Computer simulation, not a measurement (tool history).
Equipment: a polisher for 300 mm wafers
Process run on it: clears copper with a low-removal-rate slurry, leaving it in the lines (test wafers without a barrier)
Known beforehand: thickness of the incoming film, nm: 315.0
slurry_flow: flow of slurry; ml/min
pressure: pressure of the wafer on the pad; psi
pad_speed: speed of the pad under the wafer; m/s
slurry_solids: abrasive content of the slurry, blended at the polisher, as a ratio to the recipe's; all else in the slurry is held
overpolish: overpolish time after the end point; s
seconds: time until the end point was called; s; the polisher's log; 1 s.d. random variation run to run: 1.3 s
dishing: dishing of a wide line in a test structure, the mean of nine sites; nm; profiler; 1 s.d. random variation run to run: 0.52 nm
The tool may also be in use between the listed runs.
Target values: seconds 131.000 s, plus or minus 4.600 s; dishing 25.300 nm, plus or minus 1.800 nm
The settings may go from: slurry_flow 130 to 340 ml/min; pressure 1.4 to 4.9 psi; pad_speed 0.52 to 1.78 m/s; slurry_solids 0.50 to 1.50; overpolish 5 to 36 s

run 1 hour=0.0 | slurry_flow=220 pressure=3.1 pad_speed=1.14 slurry_solids=1.00 overpolish=18 | seconds=107.970 dishing=32.780
run 2 hour=5.9 | slurry_flow=220 pressure=2.9 pad_speed=1.14 slurry_solids=1.00 overpolish=17 | seconds=115.680 dishing=29.990
run 3 hour=14.4 | slurry_flow=220 pressure=2.8 pad_speed=1.14 slurry_solids=1.00 overpolish=16 | seconds=118.490 dishing=28.242
run 4 hour=19.8 | slurry_flow=220 pressure=2.8 pad_speed=1.14 slurry_solids=1.20 overpolish=16 | seconds=113.810 dishing=28.464
run 5 hour=22.7 | slurry_flow=255 pressure=2.8 pad_speed=1.14 slurry_solids=1.20 overpolish=16 | seconds=112.730 dishing=31.093
run 6 hour=31.3 | slurry_flow=255 pressure=2.8 pad_speed=1.34 slurry_solids=1.20 overpolish=16 | seconds=96.198 dishing=31.803
run 7 hour=34.0 | slurry_flow=255 pressure=2.8 pad_speed=1.34 slurry_solids=1.20 overpolish=16 | seconds=94.652 dishing=31.712
run 8 hour=39.6 | slurry_flow=245 pressure=1.9 pad_speed=1.32 slurry_solids=1.20 overpolish=16 | seconds=141.250 dishing=24.507

Next run, 4 choices. One meets every target within its allowed miss, the rest don't. Which?
run A hour=45.2 | slurry_flow=210 pressure=1.9 pad_speed=1.30 slurry_solids=1.35 overpolish=14 | seconds=? dishing=?
run B hour=45.2 | slurry_flow=290 pressure=1.8 pad_speed=1.40 slurry_solids=1.45 overpolish=15 | seconds=? dishing=?
run C hour=45.2 | slurry_flow=205 pressure=1.8 pad_speed=1.38 slurry_solids=1.00 overpolish=16 | seconds=? dishing=?
run D hour=45.2 | slurry_flow=210 pressure=2.2 pad_speed=1.28 slurry_solids=1.20 overpolish=22 | seconds=? dishing=?

move=A seconds=141.520 dishing=22.031
move=B seconds=130.450 dishing=24.426
move=C seconds=151.270 dishing=23.043
move=D seconds=128.370 dishing=31.914
A: no nearer and no further than the last run
B: all results land within tolerance of their targets
C: lands further from the targets than the last run did
D: brings the last run's worst result on target, with another outside its allowed miss
So the answer is move B, the one that meets all the targets.

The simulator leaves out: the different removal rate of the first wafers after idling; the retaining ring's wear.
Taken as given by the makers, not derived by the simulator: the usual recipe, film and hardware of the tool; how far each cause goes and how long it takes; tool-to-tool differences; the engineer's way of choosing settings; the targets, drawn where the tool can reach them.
